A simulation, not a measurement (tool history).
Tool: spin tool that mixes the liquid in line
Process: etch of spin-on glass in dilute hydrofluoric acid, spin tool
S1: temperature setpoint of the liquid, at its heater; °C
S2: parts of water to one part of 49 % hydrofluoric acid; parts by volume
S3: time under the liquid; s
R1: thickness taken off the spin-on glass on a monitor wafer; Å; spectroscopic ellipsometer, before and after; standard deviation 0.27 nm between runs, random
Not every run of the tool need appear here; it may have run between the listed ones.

run  hour    S1   S2   S3      R1
  1   0.0  22.0  140  210  405.93
  2   3.2  22.0  140  210  415.35
  3  11.2  18.5  140  210  359.19
  4  16.1  18.5  140  210  358.49
  5  23.3  21.5  140  210  399.52
  6  30.6  21.5  140  225  432.94
  7  38.2  20.5  145  225  391.55
  8  40.8  20.5  145  225  398.46
  9  45.9  19.5  145  225  385.11

Run 10 is up next; what results do you expect?
 10  49.4  19.0  145  225   ?

Run 10 yielded R1 372.37 Å.
